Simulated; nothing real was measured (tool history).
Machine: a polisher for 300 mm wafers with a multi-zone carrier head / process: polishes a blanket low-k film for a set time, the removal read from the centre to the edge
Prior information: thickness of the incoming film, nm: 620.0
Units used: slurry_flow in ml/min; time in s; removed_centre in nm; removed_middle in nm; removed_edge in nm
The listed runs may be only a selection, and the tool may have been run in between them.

run	hour	slurry_flow	centre_zone	middle_zone	edge_zone	slurry_solids	time	removed_centre	removed_middle	removed_edge
1	0.0	235	1.00	1.00	1.00	1.00	86	36.631	35.863	36.206
2	2.0	205	1.00	1.00	1.00	1.00	86	35.567	34.657	36.287
3	10.0	205	1.00	1.00	1.00	0.90	86	34.260	33.226	33.774
4	11.6	205	0.94	1.00	1.00	0.90	86	31.468	33.540	34.068
5	14.8	215	0.96	1.01	0.98	0.85	85	32.184	32.094	32.278
6	16.3	220	0.95	1.03	0.96	0.80	85	30.613	32.347	31.232
7	24.9	220	0.95	1.03	0.96	0.80	85	30.348	31.961	32.089

What does the tool deliver on the next run?
8	32.7	245	0.98	1.06	0.93	0.75	82	?	?	?

{"run 8": {"removed_centre": 29.636, "removed_middle": 31.15, "removed_edge": 29.97}}

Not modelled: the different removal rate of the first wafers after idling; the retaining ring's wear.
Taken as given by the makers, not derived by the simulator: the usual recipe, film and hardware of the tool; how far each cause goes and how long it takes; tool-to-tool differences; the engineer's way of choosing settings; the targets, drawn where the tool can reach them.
